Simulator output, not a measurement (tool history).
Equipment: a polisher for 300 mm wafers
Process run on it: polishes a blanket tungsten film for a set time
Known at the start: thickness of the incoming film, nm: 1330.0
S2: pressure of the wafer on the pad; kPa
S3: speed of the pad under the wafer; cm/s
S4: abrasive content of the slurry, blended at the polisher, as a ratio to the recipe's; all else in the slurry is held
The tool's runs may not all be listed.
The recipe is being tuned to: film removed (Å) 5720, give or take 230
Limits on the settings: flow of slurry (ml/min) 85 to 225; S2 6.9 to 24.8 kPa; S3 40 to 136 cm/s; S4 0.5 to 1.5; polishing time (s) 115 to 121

Run 1, hour 0: flow of slurry (ml/min) 145, S2 15.9 kPa, S3 88 cm/s, S4 1, polishing time (s) 115. Result: film removed (Å) 3221.1.
Run 2, hour 1.2: flow of slurry (ml/min) 145, S2 13.1 kPa, S3 88 cm/s, S4 1, polishing time (s) 115. Result: film removed (Å) 2726.6.
Run 3, hour 5.2: flow of slurry (ml/min) 145, S2 13.1 kPa, S3 88 cm/s, S4 0.85, polishing time (s) 115. Result: film removed (Å) 2692.7.
Run 4, hour 12.8: flow of slurry (ml/min) 150, S2 15.9 kPa, S3 88 cm/s, S4 0.85, polishing time (s) 115. Result: film removed (Å) 3151.4.
Run 5, hour 14.1: flow of slurry (ml/min) 150, S2 17.9 kPa, S3 90 cm/s, S4 0.85, polishing time (s) 115. Result: film removed (Å) 3624.6.
Run 6, hour 22.9: flow of slurry (ml/min) 180, S2 17.9 kPa, S3 90 cm/s, S4 0.85, polishing time (s) 115. Result: film removed (Å) 3709.9.
Run 7, hour 25.5: flow of slurry (ml/min) 180, S2 19.3 kPa, S3 90 cm/s, S4 0.85, polishing time (s) 115. Result: film removed (Å) 4047.8.
Run 8, hour 27.3: flow of slurry (ml/min) 180, S2 20.7 kPa, S3 90 cm/s, S4 0.85, polishing time (s) 115. Result: film removed (Å) 4140.7.
Run 9, hour 35.4: flow of slurry (ml/min) 180, S2 21.4 kPa, S3 92 cm/s, S4 0.85, polishing time (s) 115. Result: film removed (Å) 4408.7.
Run 10, hour 43.1: flow of slurry (ml/min) 180, S2 22.1 kPa, S3 94 cm/s, S4 0.85, polishing time (s) 115. Result: film removed (Å) 4629.2.
Run 11, hour 49.5: flow of slurry (ml/min) 180, S2 22.1 kPa, S3 94 cm/s, S4 0.85, polishing time (s) 115. Result: film removed (Å) 4586.8.
Run 12, hour 51.6: flow of slurry (ml/min) 185, S2 22.8 kPa, S3 96 cm/s, S4 0.85, polishing time (s) 115. Result: film removed (Å) 4880.2.

Which one of the following 5 next-run settings gets every result inside its allowed miss? There is exactly one.
Run A, hour 53.7: flow of slurry (ml/min) 215, S2 21.4 kPa, S3 106 cm/s, S4 0.7, polishing time (s) 121. Result: film removed (Å) ?.
Run B, hour 53.7: flow of slurry (ml/min) 140, S2 17.9 kPa, S3 96 cm/s, S4 0.9, polishing time (s) 115. Result: film removed (Å) ?.
Run C, hour 53.7: flow of slurry (ml/min) 190, S2 20.7 kPa, S3 104 cm/s, S4 0.9, polishing time (s) 117. Result: film removed (Å) ?.
Run D, hour 53.7: flow of slurry (ml/min) 225, S2 20 kPa, S3 122 cm/s, S4 0.75, polishing time (s) 119. Result: film removed (Å) ?.
Run E, hour 53.7: flow of slurry (ml/min) 165, S2 21.4 kPa, S3 92 cm/s, S4 0.75, polishing time (s) 118. Result: film removed (Å) ?.

move  film removed (Å)
   A            5264.2
   B            3854.8
   C              5021
   D            5691.4
   E            4390.1
A: nearer than the last run, and not there yet
B: its largest miss is bigger than the last run's
C: nearer than the last run, and not there yet
D: every result lands within tolerance
E: its largest miss is bigger than the last run's
The right move is D.
